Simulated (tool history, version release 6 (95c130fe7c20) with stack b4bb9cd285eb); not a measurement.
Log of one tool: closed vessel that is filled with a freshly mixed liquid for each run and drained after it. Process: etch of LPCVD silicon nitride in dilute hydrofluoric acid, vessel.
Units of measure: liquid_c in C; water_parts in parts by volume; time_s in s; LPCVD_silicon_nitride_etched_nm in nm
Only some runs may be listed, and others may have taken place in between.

| run | hour | liquid_c | water_parts | time_s | LPCVD_silicon_nitride_etched_nm |
|---|---|---|---|---|---|
| 1 | 0.0 | 21.0 | 115 | 735 | 2.5719 |
| 2 | 4.5 | 21.0 | 145 | 735 | 2.0779 |
| 3 | 13.5 | 21.5 | 145 | 735 | 2.0967 |
| 4 | 21.6 | 21.5 | 145 | 525 | 1.5074 |
| 5 | 28.1 | 18.5 | 145 | 525 | 1.2419 |
| 6 | 29.3 | 18.5 | 145 | 735 | 1.7175 |

Expected results for the next run?
| 7 | 34.3 | 20.0 | 145 | 735 | ? |

LPCVD_silicon_nitride_etched_nm: 1.9155 nm
